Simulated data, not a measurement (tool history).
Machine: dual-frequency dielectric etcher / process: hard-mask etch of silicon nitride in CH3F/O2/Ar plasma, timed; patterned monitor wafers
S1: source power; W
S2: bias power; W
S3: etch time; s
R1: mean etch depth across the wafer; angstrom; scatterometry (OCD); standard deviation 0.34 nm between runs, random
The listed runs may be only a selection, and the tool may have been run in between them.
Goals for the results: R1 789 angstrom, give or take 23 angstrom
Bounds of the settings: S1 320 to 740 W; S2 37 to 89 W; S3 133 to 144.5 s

run,day,S1,S2,S3,R1
1,0,530,63,144.5,1071.6
2,0.25,530,73,144.5,1122.3
3,0.571,480,73,144.5,1060.6
4,0.708,480,66,144.5,1033.5
5,0.908,450,62,142,965.29
6,1.254,430,60,140.5,921.28
7,1.317,410,59,139.5,875.29
8,1.446,320,56,138.5,731.1
9,1.546,330,56,138.5,747.02
10,1.629,390,58,139.5,848.65

Exactly one of the 4 candidate moves below puts every result within its allowed miss. Which one?
A,1.712,440,56,133,?
B,1.712,330,65,140,?
C,1.712,410,61,136,?
D,1.712,400,58,138,?

move,R1
A,867.78
B,792.58
C,870.53
D,858.2
A: moves away from the targets compared with the last run
B: hits every target within its allowed miss
C: moves away from the targets compared with the last run
D: moves away from the targets compared with the last run
B is the move that brings every result within its allowed miss.
